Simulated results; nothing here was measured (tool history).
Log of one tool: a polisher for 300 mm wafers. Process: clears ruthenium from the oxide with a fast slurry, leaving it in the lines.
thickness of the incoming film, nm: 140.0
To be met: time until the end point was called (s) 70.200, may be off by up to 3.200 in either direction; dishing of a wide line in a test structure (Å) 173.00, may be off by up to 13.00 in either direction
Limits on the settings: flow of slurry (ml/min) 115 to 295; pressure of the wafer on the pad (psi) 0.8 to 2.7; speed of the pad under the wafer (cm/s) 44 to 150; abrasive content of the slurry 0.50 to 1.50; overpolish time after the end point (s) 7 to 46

run,hour,flow of slurry (ml/min),pressure of the wafer on the pad (psi),speed of the pad under the wafer (cm/s),abrasive content of the slurry,overpolish time after the end point (s),time until the end point was called (s),dishing of a wide line in a test structure (Å)
1,0.0,190,1.7,96,1.00,24,65.533,356.17
2,6.7,190,1.7,96,1.00,31,67.873,443.95
3,11.9,190,1.7,96,0.90,31,70.415,420.64
4,12.4,190,1.7,96,1.00,31,67.248,456.22
5,18.6,190,1.7,96,1.15,31,63.078,474.23
6,22.3,190,1.7,96,1.00,31,67.183,451.80
7,31.0,190,1.5,96,1.10,20,71.679,286.91
8,36.2,190,1.5,96,1.10,19,72.506,282.93
9,39.2,195,1.5,96,1.05,18,75.111,250.73
10,43.5,200,1.7,96,0.95,7,69.221,112.72
11,49.8,200,1.7,98,0.95,7,67.160,117.60

Pick the move, out of 5, that brings all results within their allowed miss; only one does.
A,56.1,205,1.8,90,0.90,13,?,?
B,56.1,205,1.8,100,0.85,9,?,?
C,56.1,230,1.7,94,1.05,12,?,?
D,56.1,195,1.8,102,0.75,11,?,?
E,56.1,205,1.9,86,1.05,12,?,?

move,time until the end point was called (s),dishing of a wide line in a test structure (Å)
A,70.864,197.52
B,65.939,149.99
C,65.666,196.82
D,69.797,171.60
E,65.114,198.36
A: the result that was furthest off in the last run now lies on the other side of its target
B: gains on the last run, yet a result remains outside its allowed miss
C: the result that was furthest off in the last run now lies on the other side of its target
D: meets every target
E: the result that was furthest off in the last run now lies on the other side of its target
Move D is the one to make.
